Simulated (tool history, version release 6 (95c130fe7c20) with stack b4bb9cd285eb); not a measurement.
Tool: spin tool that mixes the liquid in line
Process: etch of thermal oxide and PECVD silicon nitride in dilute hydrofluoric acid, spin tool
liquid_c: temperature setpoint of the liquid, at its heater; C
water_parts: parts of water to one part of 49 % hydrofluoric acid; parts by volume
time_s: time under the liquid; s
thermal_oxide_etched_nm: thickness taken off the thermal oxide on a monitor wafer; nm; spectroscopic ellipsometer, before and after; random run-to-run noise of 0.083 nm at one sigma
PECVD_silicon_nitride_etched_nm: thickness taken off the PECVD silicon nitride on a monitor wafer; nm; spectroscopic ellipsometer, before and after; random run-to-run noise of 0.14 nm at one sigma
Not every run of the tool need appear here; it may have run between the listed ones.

| run | hour | liquid_c | water_parts | time_s | thermal_oxide_etched_nm | PECVD_silicon_nitride_etched_nm |
|---|---|---|---|---|---|---|
| 1 | 0.0 | 21.0 | 250 | 180 | 2.5319 | 1.0615 |
| 2 | 5.7 | 23.5 | 190 | 185 | 3.9058 | 1.8109 |
| 3 | 9.6 | 25.0 | 190 | 185 | 4.1301 | 2.0809 |
| 4 | 14.1 | 25.0 | 145 | 190 | 5.8959 | 2.7921 |
| 5 | 17.0 | 25.5 | 125 | 190 | 7.2320 | 3.1472 |
| 6 | 24.0 | 23.5 | 125 | 190 | 6.6850 | 2.8847 |
| 7 | 29.6 | 24.5 | 115 | 190 | 7.6908 | 3.2313 |
| 8 | 34.6 | 25.5 | 110 | 190 | 8.3851 | 3.5295 |
| 9 | 41.2 | 26.5 | 110 | 190 | 8.6008 | 3.8719 |

Forecast run 10:
| 10 | 42.3 | 27.0 | 110 | 190 | ? | ? |

{"run 10": {"thermal_oxide_etched_nm": 8.7103, "PECVD_silicon_nitride_etched_nm": 4.3743}}
